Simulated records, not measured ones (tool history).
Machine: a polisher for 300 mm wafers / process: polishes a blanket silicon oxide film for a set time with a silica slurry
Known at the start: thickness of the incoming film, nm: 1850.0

run	hour	flow of slurry (ml/min)	pressure of the wafer on the pad (psi)	speed of the pad under the wafer (m/s)	abrasive content of the slurry	polishing time (s)	film removed (Å)
1	0.0	195	2.7	1.26	1.00	31	616.84
2	1.8	195	2.7	1.26	1.15	31	681.67
3	6.0	235	2.7	1.26	1.15	31	690.66
4	11.1	235	2.6	1.24	1.15	31	685.58
5	13.3	230	2.5	1.22	1.15	31	649.23
6	14.2	230	2.4	1.20	1.15	31	599.63

Predict the results of run 7:
7	16.5	230	2.3	1.20	1.15	31	?

Run 7 measured film removed (Å) 579.49.
